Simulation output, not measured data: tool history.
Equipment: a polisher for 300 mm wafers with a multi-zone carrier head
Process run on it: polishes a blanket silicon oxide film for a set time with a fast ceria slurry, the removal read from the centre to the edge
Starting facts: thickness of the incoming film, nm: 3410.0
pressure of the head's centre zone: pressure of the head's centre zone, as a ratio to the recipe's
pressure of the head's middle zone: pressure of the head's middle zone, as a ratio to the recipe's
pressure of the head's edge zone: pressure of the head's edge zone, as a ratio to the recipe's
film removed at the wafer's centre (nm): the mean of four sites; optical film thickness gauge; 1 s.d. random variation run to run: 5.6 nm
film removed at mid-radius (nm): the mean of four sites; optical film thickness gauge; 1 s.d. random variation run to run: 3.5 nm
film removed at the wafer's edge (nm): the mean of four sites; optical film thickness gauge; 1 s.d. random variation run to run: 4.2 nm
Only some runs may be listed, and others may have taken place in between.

| run | hour | flow of slurry (ml/min) | pressure of the head's centre zone | pressure of the head's middle zone | pressure of the head's edge zone | polishing time (s) | film removed at the wafer's centre (nm) | film removed at mid-radius (nm) | film removed at the wafer's edge (nm) |
|---|---|---|---|---|---|---|---|---|---|
| 1 | 0.0 | 245 | 1.00 | 1.00 | 1.00 | 73 | 988.54 | 1011.40 | 1011.40 |
| 2 | 8.1 | 245 | 1.00 | 1.00 | 1.06 | 73 | 998.63 | 1002.90 | 1037.90 |
| 3 | 15.4 | 245 | 1.05 | 1.00 | 1.06 | 73 | 1044.70 | 1011.20 | 1032.60 |
| 4 | 19.9 | 240 | 1.06 | 0.97 | 1.03 | 67 | 976.53 | 884.99 | 932.64 |
| 5 | 23.5 | 235 | 1.06 | 0.96 | 1.00 | 63 | 897.69 | 838.07 | 871.24 |
| 6 | 26.0 | 290 | 1.06 | 0.96 | 1.00 | 63 | 930.69 | 864.09 | 878.49 |
| 7 | 33.8 | 285 | 1.06 | 0.94 | 0.98 | 59 | 861.62 | 785.43 | 826.40 |
| 8 | 37.9 | 270 | 1.13 | 0.89 | 0.88 | 38 | 596.75 | 478.21 | 499.64 |
| 9 | 44.1 | 280 | 1.13 | 0.89 | 0.91 | 38 | 596.77 | 482.66 | 516.31 |
| 10 | 49.6 | 290 | 1.14 | 0.90 | 0.93 | 38 | 594.83 | 483.19 | 516.91 |
| 11 | 52.0 | 290 | 1.14 | 0.90 | 0.94 | 39 | 614.78 | 504.31 | 533.93 |
| 12 | 54.1 | 290 | 1.14 | 0.90 | 0.94 | 39 | 619.72 | 500.17 | 533.50 |
| 13 | 58.8 | 295 | 1.14 | 0.90 | 0.96 | 39 | 619.06 | 499.30 | 532.84 |
| 14 | 67.8 | 300 | 1.14 | 0.90 | 0.98 | 40 | 635.88 | 511.62 | 564.49 |

Predict the results of run 15:
| 15 | 74.8 | 310 | 1.14 | 0.91 | 0.99 | 40 | ? | ? | ? |

film removed at the wafer's centre (nm): 631.17
film removed at mid-radius (nm): 522.76
film removed at the wafer's edge (nm): 557.13
